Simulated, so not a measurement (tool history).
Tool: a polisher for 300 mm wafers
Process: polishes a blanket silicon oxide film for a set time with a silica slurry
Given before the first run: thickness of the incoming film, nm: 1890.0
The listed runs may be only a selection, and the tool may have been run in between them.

| run | day | flow of slurry (ml/min) | pressure of the wafer on the pad (psi) | speed of the pad under the wafer (cm/s) | abrasive content of the slurry | polishing time (s) | film removed (Å) |
|---|---|---|---|---|---|---|---|
| 1 | 0.000 | 230 | 4.2 | 150 | 1.0 | 94 | 3904.6 |
| 2 | 0.158 | 230 | 4.2 | 130 | 1.0 | 94 | 3493.1 |
| 3 | 0.262 | 235 | 4.5 | 130 | 1.0 | 94 | 3758.0 |
| 4 | 0.308 | 235 | 4.5 | 130 | 1.0 | 99 | 3926.4 |
| 5 | 0.404 | 205 | 4.5 | 130 | 1.0 | 99 | 3936.9 |
| 6 | 0.642 | 205 | 4.5 | 130 | 1.0 | 94 | 3679.2 |
| 7 | 0.967 | 205 | 4.5 | 130 | 1.0 | 94 | 3710.1 |
| 8 | 1.204 | 205 | 4.8 | 130 | 1.0 | 94 | 3959.9 |

The next listed run, before its measurement:
| 9 | 1.258 | 205 | 5.1 | 130 | 1.0 | 94 | ? |

Run 9 measured film removed (Å) 4148.8.
